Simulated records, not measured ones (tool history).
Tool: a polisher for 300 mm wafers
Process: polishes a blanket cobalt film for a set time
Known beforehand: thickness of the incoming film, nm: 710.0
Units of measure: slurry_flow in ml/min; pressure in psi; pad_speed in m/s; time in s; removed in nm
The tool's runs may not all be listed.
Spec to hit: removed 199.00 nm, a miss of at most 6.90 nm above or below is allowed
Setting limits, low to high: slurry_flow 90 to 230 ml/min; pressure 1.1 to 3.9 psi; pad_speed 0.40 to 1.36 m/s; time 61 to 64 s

run 1 hour=0.0 | slurry_flow=150 pressure=2.5 pad_speed=0.88 time=61 | removed=383.92
run 2 hour=8.7 | slurry_flow=150 pressure=2.5 pad_speed=1.02 time=61 | removed=439.91
run 3 hour=11.6 | slurry_flow=150 pressure=2.4 pad_speed=1.00 time=61 | removed=412.16
run 4 hour=16.5 | slurry_flow=150 pressure=2.3 pad_speed=0.98 time=61 | removed=390.35
run 5 hour=24.0 | slurry_flow=150 pressure=2.3 pad_speed=1.18 time=61 | removed=475.75
run 6 hour=25.5 | slurry_flow=150 pressure=2.9 pad_speed=1.18 time=61 | removed=588.07
run 7 hour=33.9 | slurry_flow=150 pressure=2.9 pad_speed=1.18 time=61 | removed=578.83
run 8 hour=40.5 | slurry_flow=150 pressure=2.9 pad_speed=1.18 time=61 | removed=574.73
run 9 hour=42.2 | slurry_flow=145 pressure=2.7 pad_speed=1.14 time=61 | removed=519.74
run 10 hour=50.9 | slurry_flow=140 pressure=2.5 pad_speed=1.10 time=61 | removed=471.51
run 11 hour=53.1 | slurry_flow=140 pressure=2.4 pad_speed=1.06 time=61 | removed=437.98
run 12 hour=61.3 | slurry_flow=140 pressure=2.3 pad_speed=1.02 time=61 | removed=405.26
run 13 hour=64.5 | slurry_flow=140 pressure=2.3 pad_speed=1.02 time=61 | removed=407.50
run 14 hour=65.5 | slurry_flow=140 pressure=2.2 pad_speed=0.98 time=61 | removed=375.23
run 15 hour=69.8 | slurry_flow=140 pressure=2.1 pad_speed=0.96 time=61 | removed=350.79
run 16 hour=74.4 | slurry_flow=140 pressure=2.0 pad_speed=0.94 time=61 | removed=325.23

Pick the move, out of 4, that brings all results within their allowed miss; only one does.
run A hour=79.0 | slurry_flow=155 pressure=1.1 pad_speed=0.68 time=61 | removed=?
run B hour=79.0 | slurry_flow=120 pressure=1.6 pad_speed=0.70 time=61 | removed=?
run C hour=79.0 | slurry_flow=140 pressure=1.5 pad_speed=0.68 time=61 | removed=?
run D hour=79.0 | slurry_flow=185 pressure=2.0 pad_speed=1.08 time=63 | removed=?

move=A removed=147.86
move=B removed=198.79
move=C removed=187.70
move=D removed=404.18
A: carries the result that was furthest off beyond its target, to the other side
B: hits every target within its allowed miss
C: carries the result that was furthest off beyond its target, to the other side
D: the biggest miss grows against the last run
Correct choice: B, which meets every target

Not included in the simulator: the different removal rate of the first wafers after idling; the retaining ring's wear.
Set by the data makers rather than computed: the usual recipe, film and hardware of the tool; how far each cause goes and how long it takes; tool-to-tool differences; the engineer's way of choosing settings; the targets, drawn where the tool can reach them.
